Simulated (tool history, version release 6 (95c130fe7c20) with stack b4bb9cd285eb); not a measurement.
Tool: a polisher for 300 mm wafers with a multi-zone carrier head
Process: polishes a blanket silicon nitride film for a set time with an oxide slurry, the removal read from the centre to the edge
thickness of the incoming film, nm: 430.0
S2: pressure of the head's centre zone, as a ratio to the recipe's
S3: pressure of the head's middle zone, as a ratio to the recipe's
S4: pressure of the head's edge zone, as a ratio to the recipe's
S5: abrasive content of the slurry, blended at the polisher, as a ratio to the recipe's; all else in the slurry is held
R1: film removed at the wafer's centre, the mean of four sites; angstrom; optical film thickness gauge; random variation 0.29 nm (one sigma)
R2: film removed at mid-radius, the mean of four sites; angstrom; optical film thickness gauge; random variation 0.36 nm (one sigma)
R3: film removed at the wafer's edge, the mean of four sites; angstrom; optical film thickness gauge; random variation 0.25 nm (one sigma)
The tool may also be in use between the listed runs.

{"run": 1, "hour": 0.0, "flow of slurry (ml/min)": 145, "S2": 1, "S3": 1, "S4": 1, "S5": 1, "polishing time (s)": 70, "R1": 483.59, "R2": 491.19, "R3": 495.92}
{"run": 2, "hour": 2.7, "flow of slurry (ml/min)": 145, "S2": 1, "S3": 1.05, "S4": 1, "S5": 1, "polishing time (s)": 70, "R1": 486.79, "R2": 506.71, "R3": 494.5}
{"run": 3, "hour": 9.1, "flow of slurry (ml/min)": 145, "S2": 1.05, "S3": 1.05, "S4": 1, "S5": 1, "polishing time (s)": 70, "R1": 502.79, "R2": 515.66, "R3": 495.8}
{"run": 4, "hour": 15.8, "flow of slurry (ml/min)": 145, "S2": 1.05, "S3": 1.05, "S4": 0.93, "S5": 1, "polishing time (s)": 70, "R1": 499.66, "R2": 508.39, "R3": 473.69}
{"run": 5, "hour": 22.8, "flow of slurry (ml/min)": 140, "S2": 1.04, "S3": 1.05, "S4": 0.9, "S5": 0.85, "polishing time (s)": 69, "R1": 458.97, "R2": 471.41, "R3": 436.19}
{"run": 6, "hour": 28.3, "flow of slurry (ml/min)": 140, "S2": 1.04, "S3": 1.05, "S4": 0.88, "S5": 0.75, "polishing time (s)": 67, "R1": 427.66, "R2": 426.74, "R3": 404.62}
{"run": 7, "hour": 36.5, "flow of slurry (ml/min)": 135, "S2": 1.04, "S3": 1.07, "S4": 0.86, "S5": 0.7, "polishing time (s)": 66, "R1": 406.96, "R2": 417.7, "R3": 376.13}

Run 8 comes next. What will it give?
{"run": 8, "hour": 41.2, "flow of slurry (ml/min)": 135, "S2": 1.04, "S3": 1.07, "S4": 0.86, "S5": 0.7, "polishing time (s)": 66, "R1": "?", "R2": "?", "R3": "?"}

Run 8 gave R1 405.91 angstrom, R2 421.6 angstrom, R3 387.37 angstrom.

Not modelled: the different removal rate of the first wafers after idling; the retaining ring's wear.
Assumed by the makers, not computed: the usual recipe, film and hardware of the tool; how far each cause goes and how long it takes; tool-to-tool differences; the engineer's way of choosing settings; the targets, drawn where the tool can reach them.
